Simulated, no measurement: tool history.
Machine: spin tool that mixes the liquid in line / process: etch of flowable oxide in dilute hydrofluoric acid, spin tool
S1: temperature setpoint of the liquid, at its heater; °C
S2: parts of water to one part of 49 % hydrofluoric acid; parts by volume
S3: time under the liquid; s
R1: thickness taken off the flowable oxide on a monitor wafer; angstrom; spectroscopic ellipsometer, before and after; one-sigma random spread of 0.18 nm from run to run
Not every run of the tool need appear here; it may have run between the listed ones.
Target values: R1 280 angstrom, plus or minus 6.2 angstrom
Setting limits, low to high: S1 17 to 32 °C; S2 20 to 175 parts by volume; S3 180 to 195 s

Run 1, hour 0: S1 24 °C, S2 95 parts by volume, S3 180 s. Result: R1 561.54 angstrom.
Run 2, hour 6.9: S1 24 °C, S2 75 parts by volume, S3 180 s. Result: R1 720.74 angstrom.
Run 3, hour 13.7: S1 22.5 °C, S2 85 parts by volume, S3 180 s. Result: R1 601.98 angstrom.
Run 4, hour 21.1: S1 22.5 °C, S2 85 parts by volume, S3 180 s. Result: R1 596.22 angstrom.
Run 5, hour 24.9: S1 22.5 °C, S2 110 parts by volume, S3 180 s. Result: R1 445.81 angstrom.
Run 6, hour 31.7: S1 22.5 °C, S2 110 parts by volume, S3 195 s. Result: R1 489.97 angstrom.
Run 7, hour 33.9: S1 21.5 °C, S2 115 parts by volume, S3 195 s. Result: R1 444.56 angstrom.
Run 8, hour 35.8: S1 20.5 °C, S2 120 parts by volume, S3 195 s. Result: R1 405.86 angstrom.
Run 9, hour 39.9: S1 20 °C, S2 125 parts by volume, S3 195 s. Result: R1 381.11 angstrom.

5 candidate next runs follow, results not yet known. Just one meets every target within its allowed miss. Identify it.
Run A, hour 44: S1 19.5 °C, S2 145 parts by volume, S3 195 s. Result: R1 ?.
Run B, hour 44: S1 19.5 °C, S2 95 parts by volume, S3 195 s. Result: R1 ?.
Run C, hour 44: S1 20 °C, S2 85 parts by volume, S3 195 s. Result: R1 ?.
Run D, hour 44: S1 20.5 °C, S2 155 parts by volume, S3 180 s. Result: R1 ?.
Run E, hour 44: S1 22 °C, S2 85 parts by volume, S3 195 s. Result: R1 ?.

move      R1
   A  318.69
   B   513.2
   C  592.22
   D   283.4
   E  642.98
A: nearer than the last run, and not there yet
B: misses by more than the last run did
C: misses by more than the last run did
D: in spec on every target
E: misses by more than the last run did
Correct choice: D, which meets every target

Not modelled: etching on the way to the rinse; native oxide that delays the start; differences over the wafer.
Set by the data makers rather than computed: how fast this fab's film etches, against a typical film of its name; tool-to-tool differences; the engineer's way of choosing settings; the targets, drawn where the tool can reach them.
